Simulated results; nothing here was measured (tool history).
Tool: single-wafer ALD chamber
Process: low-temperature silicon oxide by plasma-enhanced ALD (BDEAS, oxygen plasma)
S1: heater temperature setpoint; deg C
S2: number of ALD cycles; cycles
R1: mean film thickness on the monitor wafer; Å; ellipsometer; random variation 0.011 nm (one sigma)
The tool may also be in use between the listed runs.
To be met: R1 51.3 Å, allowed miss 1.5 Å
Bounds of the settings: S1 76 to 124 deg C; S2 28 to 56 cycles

run,hour,S1,S2,R1
1,0,100,42,65.476
2,6.2,92,42,67.6
3,7.3,92,44,71.084
4,12.5,92,38,61.679
5,21.5,96,38,60.341
6,26.5,99,37,58.086
7,33,102,36,56.052
8,41.8,104,35,53.784

5 next moves are on the table. One of them brings every result within its allowed miss. Which?
A,50.6,114,32,?
B,50.6,102,36,?
C,50.6,108,37,?
D,50.6,103,38,?
E,50.6,104,33,?

move,R1
A,48.061
B,55.796
C,56.269
D,58.657
E,50.731
A: takes the result that was furthest off past its target
B: further off than the last run
C: further off than the last run
D: further off than the last run
E: meets every target
The right move is E.
